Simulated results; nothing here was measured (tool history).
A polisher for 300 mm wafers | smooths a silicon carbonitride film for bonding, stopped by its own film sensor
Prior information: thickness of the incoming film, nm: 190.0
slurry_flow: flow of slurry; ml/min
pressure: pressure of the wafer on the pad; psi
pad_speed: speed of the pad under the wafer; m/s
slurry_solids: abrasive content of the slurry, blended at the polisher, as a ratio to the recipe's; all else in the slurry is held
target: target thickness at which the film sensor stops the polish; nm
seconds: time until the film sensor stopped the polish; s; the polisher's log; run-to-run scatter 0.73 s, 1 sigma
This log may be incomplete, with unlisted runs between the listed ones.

Run 1, hour 0: slurry_flow 190 ml/min, pressure 2.4 psi, pad_speed 0.82 m/s, slurry_solids 1, target 170 nm. Result: seconds 72.317 s.
Run 2, hour 2.7: slurry_flow 190 ml/min, pressure 2.4 psi, pad_speed 0.82 m/s, slurry_solids 1.1, target 170 nm. Result: seconds 68.373 s.
Run 3, hour 7.4: slurry_flow 145 ml/min, pressure 2.4 psi, pad_speed 0.82 m/s, slurry_solids 1.1, target 170 nm. Result: seconds 73.407 s.
Run 4, hour 11.2: slurry_flow 145 ml/min, pressure 2.4 psi, pad_speed 0.82 m/s, slurry_solids 1.1, target 172 nm. Result: seconds 65.979 s.
Run 5, hour 14.1: slurry_flow 145 ml/min, pressure 2.4 psi, pad_speed 0.82 m/s, slurry_solids 1.1, target 170 nm. Result: seconds 75.195 s.
Run 6, hour 18.8: slurry_flow 145 ml/min, pressure 2.4 psi, pad_speed 0.82 m/s, slurry_solids 0.95, target 170 nm. Result: seconds 76.968 s.
Run 7, hour 21.7: slurry_flow 150 ml/min, pressure 2.7 psi, pad_speed 0.84 m/s, slurry_solids 0.95, target 170 nm. Result: seconds 68.384 s.
Run 8, hour 22.4: slurry_flow 155 ml/min, pressure 2.9 psi, pad_speed 0.86 m/s, slurry_solids 0.95, target 170 nm. Result: seconds 61.12 s.

Expected results for the next run?
Run 9, hour 25.2: slurry_flow 160 ml/min, pressure 3 psi, pad_speed 0.86 m/s, slurry_solids 0.95, target 170 nm. Result: seconds ?.

{"run 9": {"seconds": 60.587}}

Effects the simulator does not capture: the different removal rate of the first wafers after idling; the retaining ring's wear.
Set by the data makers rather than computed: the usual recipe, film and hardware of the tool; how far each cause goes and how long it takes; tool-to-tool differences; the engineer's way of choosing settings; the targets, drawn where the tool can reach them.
